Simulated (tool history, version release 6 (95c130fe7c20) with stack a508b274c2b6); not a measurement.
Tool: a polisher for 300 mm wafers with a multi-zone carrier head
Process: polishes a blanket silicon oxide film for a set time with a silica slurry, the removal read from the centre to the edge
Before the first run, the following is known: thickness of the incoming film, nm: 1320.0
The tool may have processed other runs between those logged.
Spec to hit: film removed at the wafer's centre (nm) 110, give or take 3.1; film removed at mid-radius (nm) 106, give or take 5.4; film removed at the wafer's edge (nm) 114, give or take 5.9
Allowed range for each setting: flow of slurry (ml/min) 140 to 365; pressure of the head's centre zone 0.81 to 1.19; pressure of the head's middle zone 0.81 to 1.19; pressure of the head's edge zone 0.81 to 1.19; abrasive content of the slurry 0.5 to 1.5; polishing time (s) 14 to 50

| run | hour | flow of slurry (ml/min) | pressure of the head's centre zone | pressure of the head's middle zone | pressure of the head's edge zone | abrasive content of the slurry | polishing time (s) | film removed at the wafer's centre (nm) | film removed at mid-radius (nm) | film removed at the wafer's edge (nm) |
|---|---|---|---|---|---|---|---|---|---|---|
| 1 | 0 | 235 | 1 | 1 | 1 | 1 | 32 | 164.29 | 155.88 | 162.51 |
| 2 | 4 | 235 | 0.98 | 0.98 | 0.98 | 0.9 | 32 | 150.46 | 145.54 | 153.27 |
| 3 | 12.6 | 235 | 0.98 | 0.96 | 0.96 | 0.85 | 32 | 148.22 | 134.74 | 146.2 |
| 4 | 16.8 | 235 | 0.98 | 0.96 | 0.96 | 0.85 | 40 | 182.61 | 173.78 | 181.3 |
| 5 | 19.9 | 235 | 0.96 | 0.95 | 0.94 | 0.8 | 39 | 170.82 | 162.45 | 165.57 |
| 6 | 20.5 | 235 | 1 | 0.95 | 0.94 | 0.8 | 39 | 177.02 | 161.44 | 169.86 |
| 7 | 28.8 | 235 | 1 | 0.95 | 0.94 | 0.8 | 39 | 177.35 | 161.27 | 171.12 |
| 8 | 36.6 | 230 | 0.97 | 0.93 | 0.93 | 0.75 | 38 | 157.79 | 147.27 | 158.7 |

Exercise: of the 5 proposed moves below, exactly one satisfies all targets within the stated allowed misses. Which move is it?
| A | 44.4 | 225 | 0.93 | 0.92 | 0.94 | 0.65 | 30 | ? | ? | ? |
| B | 44.4 | 280 | 1.19 | 0.99 | 0.82 | 0.95 | 45 | ? | ? | ? |
| C | 44.4 | 165 | 1.04 | 0.83 | 1.02 | 0.7 | 31 | ? | ? | ? |
| D | 44.4 | 300 | 1.05 | 0.96 | 0.93 | 0.75 | 40 | ? | ? | ? |
| E | 44.4 | 240 | 0.89 | 1.19 | 0.82 | 0.7 | 38 | ? | ? | ? |

| move | film removed at the wafer's centre (nm) | film removed at mid-radius (nm) | film removed at the wafer's edge (nm) |
|---|---|---|---|
| A | 109.22 | 106.51 | 116.65 |
| B | 270.67 | 217.95 | 210.12 |
| C | 125.6 | 101.09 | 127.01 |
| D | 187.09 | 166.52 | 173.79 |
| E | 140.46 | 177.74 | 146.42 |
A: every result lands within tolerance
B: lands further from the targets than the last run did
C: moves toward the targets from the last run without getting all of them in spec
D: lands further from the targets than the last run did
E: moves toward the targets from the last run without getting all of them in spec
Correct choice: A, which meets every target
